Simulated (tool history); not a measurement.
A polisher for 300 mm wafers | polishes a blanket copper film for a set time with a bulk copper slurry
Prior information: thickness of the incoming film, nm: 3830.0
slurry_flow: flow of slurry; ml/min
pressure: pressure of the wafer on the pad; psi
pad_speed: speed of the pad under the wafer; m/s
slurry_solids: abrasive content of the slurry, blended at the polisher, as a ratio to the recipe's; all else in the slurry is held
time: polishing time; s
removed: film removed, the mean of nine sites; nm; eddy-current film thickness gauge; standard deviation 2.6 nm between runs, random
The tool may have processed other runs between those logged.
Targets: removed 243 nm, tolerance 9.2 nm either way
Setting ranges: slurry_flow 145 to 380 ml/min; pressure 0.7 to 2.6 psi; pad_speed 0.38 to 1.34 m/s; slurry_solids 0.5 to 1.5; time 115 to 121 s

run	day	slurry_flow	pressure	pad_speed	slurry_solids	time	removed
1	0	245	1.6	0.86	1	115	500.28
2	0.3	245	1.6	0.86	0.9	115	506.09
3	0.558	245	1.5	0.84	0.9	115	457.45
4	0.6	245	1.5	1.04	0.9	115	562.57
5	0.892	245	1.4	1	0.9	115	508.03
6	1.25	195	1.4	1	0.9	115	490.42
7	1.35	195	1.3	0.98	0.9	115	454.23
8	1.517	195	1.2	0.96	0.9	115	413.59
9	1.838	190	0.7	0.76	0.85	115	203.54
10	2.117	190	0.8	0.76	0.85	115	229.27
11	2.171	190	0.9	0.76	0.85	115	253.82

5 candidate next runs follow, results not yet known. Just one meets every target within its allowed miss. Identify it.
A	2.225	180	0.9	0.64	0.8	121	?
B	2.225	145	0.8	0.74	0.65	118	?
C	2.225	200	0.8	0.76	0.55	115	?
D	2.225	260	0.7	0.8	0.8	115	?
E	2.225	240	0.8	0.76	1.1	117	?

move	removed
A	221.53
B	213.64
C	216.5
D	218.06
E	245.79
A: moves the result that the last run missed by most past its target, out the other side
B: moves the result that the last run missed by most past its target, out the other side
C: moves the result that the last run missed by most past its target, out the other side
D: moves the result that the last run missed by most past its target, out the other side
E: hits every target within its allowed miss
Go with E: it meets all targets.
